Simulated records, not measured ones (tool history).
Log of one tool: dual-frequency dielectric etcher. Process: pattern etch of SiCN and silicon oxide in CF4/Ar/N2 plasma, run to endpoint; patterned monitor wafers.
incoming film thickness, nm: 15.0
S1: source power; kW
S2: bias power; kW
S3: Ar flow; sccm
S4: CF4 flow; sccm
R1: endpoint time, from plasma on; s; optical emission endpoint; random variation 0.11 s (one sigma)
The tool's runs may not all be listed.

| run | hour | S1 | S2 | S3 | S4 | R1 |
|---|---|---|---|---|---|---|
| 1 | 0 | 0.48 | 0.098 | 138 | 76 | 16.576 |
| 2 | 9 | 0.48 | 0.098 | 151 | 76 | 16.929 |
| 3 | 13 | 0.52 | 0.098 | 151 | 76 | 15.956 |
| 4 | 15.2 | 0.52 | 0.098 | 151 | 86 | 15.669 |
| 5 | 21 | 0.57 | 0.098 | 151 | 86 | 14.727 |
| 6 | 23.1 | 0.57 | 0.098 | 175 | 86 | 15.09 |
| 7 | 28.2 | 0.53 | 0.097 | 175 | 86 | 15.668 |
| 8 | 35.8 | 0.49 | 0.095 | 176 | 86 | 16.622 |
| 9 | 39 | 0.39 | 0.09 | 178 | 85 | 19.826 |

Forecast run 10:
| 10 | 41.9 | 0.38 | 0.09 | 178 | 85 | ? |

R1: 19.985 s

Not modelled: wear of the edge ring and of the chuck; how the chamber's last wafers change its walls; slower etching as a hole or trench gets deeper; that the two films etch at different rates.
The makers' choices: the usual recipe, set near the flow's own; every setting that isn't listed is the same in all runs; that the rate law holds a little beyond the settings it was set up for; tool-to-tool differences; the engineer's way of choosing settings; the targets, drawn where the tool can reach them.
